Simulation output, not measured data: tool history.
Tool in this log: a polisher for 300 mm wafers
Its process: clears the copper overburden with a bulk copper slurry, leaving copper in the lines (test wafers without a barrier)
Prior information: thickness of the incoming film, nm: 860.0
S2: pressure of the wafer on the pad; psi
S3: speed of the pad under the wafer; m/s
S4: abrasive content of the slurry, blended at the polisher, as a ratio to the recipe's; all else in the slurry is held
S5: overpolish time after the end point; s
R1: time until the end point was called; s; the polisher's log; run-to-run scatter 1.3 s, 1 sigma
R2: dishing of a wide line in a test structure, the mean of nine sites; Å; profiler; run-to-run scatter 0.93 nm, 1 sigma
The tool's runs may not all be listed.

Run 1, day 0.000: flow of slurry (ml/min) 215, S2 1.8 psi, S3 1.10 m/s, S4 1.00, S5 11 s. Result: R1 139.03 s, R2 417.93 Å.
Run 2, day 0.271: flow of slurry (ml/min) 215, S2 1.5 psi, S3 1.10 m/s, S4 1.00, S5 11 s. Result: R1 167.78 s, R2 356.63 Å.
Run 3, day 0.342: flow of slurry (ml/min) 215, S2 1.9 psi, S3 1.10 m/s, S4 1.00, S5 11 s. Result: R1 133.66 s, R2 431.31 Å.
Run 4, day 0.654: flow of slurry (ml/min) 215, S2 1.9 psi, S3 1.26 m/s, S4 1.00, S5 11 s. Result: R1 117.17 s, R2 491.28 Å.
Run 5, day 0.992: flow of slurry (ml/min) 215, S2 1.9 psi, S3 1.26 m/s, S4 0.85, S5 11 s. Result: R1 123.87 s, R2 456.73 Å.
Run 6, day 1.229: flow of slurry (ml/min) 215, S2 2.2 psi, S3 1.26 m/s, S4 0.85, S5 11 s. Result: R1 107.69 s, R2 520.69 Å.
Run 7, day 1.283: flow of slurry (ml/min) 210, S2 2.1 psi, S3 1.26 m/s, S4 0.85, S5 12 s. Result: R1 113.66 s, R2 548.36 Å.
Run 8, day 1.654: flow of slurry (ml/min) 205, S2 2.0 psi, S3 1.26 m/s, S4 0.85, S5 13 s. Result: R1 118.83 s, R2 545.66 Å.

The next listed run, before its measurement:
Run 9, day 1.821: flow of slurry (ml/min) 200, S2 1.9 psi, S3 1.26 m/s, S4 0.85, S5 14 s. Result: R1 ?, R2 ?.

{"run 9": {"R1": 124.87, "R2": 553.28}}

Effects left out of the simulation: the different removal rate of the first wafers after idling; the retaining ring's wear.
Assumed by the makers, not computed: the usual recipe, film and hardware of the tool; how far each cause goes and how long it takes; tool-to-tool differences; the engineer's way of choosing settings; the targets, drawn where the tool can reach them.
